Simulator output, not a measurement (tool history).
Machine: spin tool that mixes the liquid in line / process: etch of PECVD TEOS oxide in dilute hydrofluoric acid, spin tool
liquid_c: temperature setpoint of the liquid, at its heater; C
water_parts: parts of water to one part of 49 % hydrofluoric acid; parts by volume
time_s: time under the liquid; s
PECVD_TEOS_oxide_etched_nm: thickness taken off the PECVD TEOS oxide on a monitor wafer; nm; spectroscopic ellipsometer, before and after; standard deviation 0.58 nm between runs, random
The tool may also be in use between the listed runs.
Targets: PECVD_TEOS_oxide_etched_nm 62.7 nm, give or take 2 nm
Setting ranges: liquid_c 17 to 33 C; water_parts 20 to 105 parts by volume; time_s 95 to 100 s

run,hour,liquid_c,water_parts,time_s,PECVD_TEOS_oxide_etched_nm
1,0,25,55,95,22.063
2,4.2,22,55,95,19.653
3,9.5,24.5,45,95,26.791
4,10.1,21.5,45,95,24.323
5,16.9,24,40,95,29.881
6,21.8,26,35,95,37.795
7,29.9,27.5,35,95,39.998
8,30.9,31.5,20,95,83.775
9,34.1,30.5,20,95,79.623
10,39,29.5,20,95,76.484
11,45.6,28.5,20,95,74.764
12,51.2,27.5,20,95,71.362
13,58.8,27,20,95,69.071
14,59.8,26.5,20,95,68.642
15,67.4,26,20,95,66.802
16,68.7,26,20,95,67.967
17,71.3,25.5,20,95,65.716

Consider the 4 candidate settings below. Which is the only one whose results all fall within their allowed miss of target?
A,73.9,23.5,20,100,?
B,73.9,27.5,25,100,?
C,73.9,27.5,20,95,?
D,73.9,21.5,20,100,?

move,PECVD_TEOS_oxide_etched_nm
A,62.543
B,58.693
C,70.225
D,57.425
A: every result lands within tolerance
B: pushes the last run's worst result past its target
C: lands further from the targets than the last run did
D: pushes the last run's worst result past its target
Move A is the one to make.
